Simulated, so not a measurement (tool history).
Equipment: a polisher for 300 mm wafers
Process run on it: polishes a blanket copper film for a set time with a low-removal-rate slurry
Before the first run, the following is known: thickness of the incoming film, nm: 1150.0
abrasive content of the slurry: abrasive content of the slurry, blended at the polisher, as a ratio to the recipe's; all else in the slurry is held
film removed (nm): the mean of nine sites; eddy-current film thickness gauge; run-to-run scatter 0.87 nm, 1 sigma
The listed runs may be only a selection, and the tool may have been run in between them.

run  hour  flow of slurry (ml/min)  pressure of the wafer on the pad (kPa)  speed of the pad under the wafer (cm/s)  abrasive content of the slurry  polishing time (s)  film removed (nm)
  1   0.0                      245                                    19.3                                      128                             1.0                  42            135.750
  2   8.1                      245                                    16.5                                      122                             1.0                  42            112.250
  3  13.8                      245                                    16.5                                      122                             0.8                  42            104.860
  4  22.8                      245                                    18.6                                      122                             0.8                  42            113.330
  5  28.3                      245                                    15.9                                      118                             0.8                  42             97.079
  6  30.4                      245                                    15.9                                      118                             0.8                  38             88.253
  7  31.7                      245                                    14.5                                      118                             0.8                  38             79.868
     33.0  -- slurry blender recalibrated
  8  33.0                      245                                    13.8                                      118                             0.8                  38             80.383
  9  35.5                      245                                    13.1                                      118                             0.8                  38             77.362
 10  36.9                      245                                    12.4                                      118                             0.8                  38             73.559
 11  44.1                      245                                    10.3                                      118                             0.8                  38             60.829

The next listed run, before its measurement:
 12  46.4                      245                                    11.7                                      118                             0.8                  38                  ?

Run 12 came out at film removed (nm) 69.564.
